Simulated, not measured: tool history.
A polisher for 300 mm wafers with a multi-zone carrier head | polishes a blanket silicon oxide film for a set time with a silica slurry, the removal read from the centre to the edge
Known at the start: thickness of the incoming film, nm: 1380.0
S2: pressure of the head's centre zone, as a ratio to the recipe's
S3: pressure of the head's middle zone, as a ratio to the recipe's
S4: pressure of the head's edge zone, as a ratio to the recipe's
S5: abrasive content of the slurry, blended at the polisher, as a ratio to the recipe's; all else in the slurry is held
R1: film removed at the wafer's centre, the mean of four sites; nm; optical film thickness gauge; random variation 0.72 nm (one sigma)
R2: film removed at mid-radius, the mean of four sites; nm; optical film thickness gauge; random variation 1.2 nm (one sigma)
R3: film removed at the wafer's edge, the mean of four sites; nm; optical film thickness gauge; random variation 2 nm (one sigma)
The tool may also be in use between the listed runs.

{"run": 1, "hour": 0.0, "flow of slurry (ml/min)": 265, "S2": 1, "S3": 1, "S4": 1, "S5": 1, "polishing time (s)": 49, "R1": 160.61, "R2": 157.87, "R3": 157.87}
{"run": 2, "hour": 4.9, "flow of slurry (ml/min)": 265, "S2": 1, "S3": 1, "S4": 1, "S5": 1.15, "polishing time (s)": 49, "R1": 168.1, "R2": 169.08, "R3": 175.05}
{"run": 3, "hour": 12.1, "flow of slurry (ml/min)": 250, "S2": 0.96, "S3": 0.99, "S4": 1.01, "S5": 1.1, "polishing time (s)": 49, "R1": 158.7, "R2": 163.16, "R3": 167.42}
{"run": 4, "hour": 14.0, "flow of slurry (ml/min)": 250, "S2": 0.96, "S3": 1.06, "S4": 1.01, "S5": 1.1, "polishing time (s)": 49, "R1": 158.86, "R2": 173.16, "R3": 169.94}
{"run": 5, "hour": 21.2, "flow of slurry (ml/min)": 250, "S2": 0.96, "S3": 1.06, "S4": 1.01, "S5": 1.3, "polishing time (s)": 49, "R1": 167.26, "R2": 183.93, "R3": 177.84}
{"run": 6, "hour": 23.1, "flow of slurry (ml/min)": 250, "S2": 0.96, "S3": 1.12, "S4": 1.01, "S5": 1.3, "polishing time (s)": 49, "R1": 171.26, "R2": 192.51, "R3": 174.93}
{"run": 7, "hour": 24.1, "flow of slurry (ml/min)": 245, "S2": 0.93, "S3": 1.08, "S4": 0.99, "S5": 1.2, "polishing time (s)": 49, "R1": 158.94, "R2": 179.39, "R3": 174.04}
{"run": 8, "hour": 29.3, "flow of slurry (ml/min)": 245, "S2": 0.93, "S3": 1.08, "S4": 0.99, "S5": 1.2, "polishing time (s)": 49, "R1": 159.53, "R2": 180.39, "R3": 171.69}
{"run": 9, "hour": 30.7, "flow of slurry (ml/min)": 235, "S2": 0.91, "S3": 1.06, "S4": 0.99, "S5": 1.1, "polishing time (s)": 49, "R1": 151.04, "R2": 172.51, "R3": 165.34}
{"run": 10, "hour": 33.4, "flow of slurry (ml/min)": 230, "S2": 0.89, "S3": 1.03, "S4": 0.99, "S5": 1, "polishing time (s)": 49, "R1": 139.52, "R2": 159.87, "R3": 161.78}
{"run": 11, "hour": 37.4, "flow of slurry (ml/min)": 225, "S2": 0.88, "S3": 1.01, "S4": 0.97, "S5": 0.95, "polishing time (s)": 49, "R1": 137.3, "R2": 156.27, "R3": 154.72}
{"run": 12, "hour": 38.8, "flow of slurry (ml/min)": 220, "S2": 0.87, "S3": 0.99, "S4": 0.97, "S5": 0.9, "polishing time (s)": 49, "R1": 131.84, "R2": 149.01, "R3": 154.39}

The next listed run, before its measurement:
{"run": 13, "hour": 43.3, "flow of slurry (ml/min)": 215, "S2": 0.86, "S3": 0.98, "S4": 0.96, "S5": 0.9, "polishing time (s)": 49, "R1": "?", "R2": "?", "R3": "?"}

Run 13 gave R1 130.73 nm, R2 146.54 nm, R3 148.52 nm.
